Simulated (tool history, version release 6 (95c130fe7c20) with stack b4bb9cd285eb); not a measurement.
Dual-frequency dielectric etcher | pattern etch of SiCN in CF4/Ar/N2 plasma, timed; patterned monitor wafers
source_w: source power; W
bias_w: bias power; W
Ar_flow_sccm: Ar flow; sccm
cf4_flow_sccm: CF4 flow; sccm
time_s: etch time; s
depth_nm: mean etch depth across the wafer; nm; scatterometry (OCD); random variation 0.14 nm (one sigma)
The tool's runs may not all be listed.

run,day,source_w,bias_w,Ar_flow_sccm,cf4_flow_sccm,time_s,depth_nm
1,0.000,310,51,130,77,72.5,39.235
2,0.208,300,51,130,77,72.5,38.109
3,0.517,290,51,130,77,72.5,36.793
4,0.592,280,51,130,77,72.5,35.314
5,0.638,310,51,130,77,72.5,39.244
6,0.933,350,51,130,77,72.5,44.682
7,1.162,340,51,130,77,72.5,43.588
8,1.404,330,51,130,77,72.5,42.184
9,1.642,320,51,130,77,72.5,40.695
10,1.721,310,51,130,77,72.5,39.389

Forecast run 11:
11,1.875,300,51,130,77,72.5,?

{"run 11": {"depth_nm": 38.263}}

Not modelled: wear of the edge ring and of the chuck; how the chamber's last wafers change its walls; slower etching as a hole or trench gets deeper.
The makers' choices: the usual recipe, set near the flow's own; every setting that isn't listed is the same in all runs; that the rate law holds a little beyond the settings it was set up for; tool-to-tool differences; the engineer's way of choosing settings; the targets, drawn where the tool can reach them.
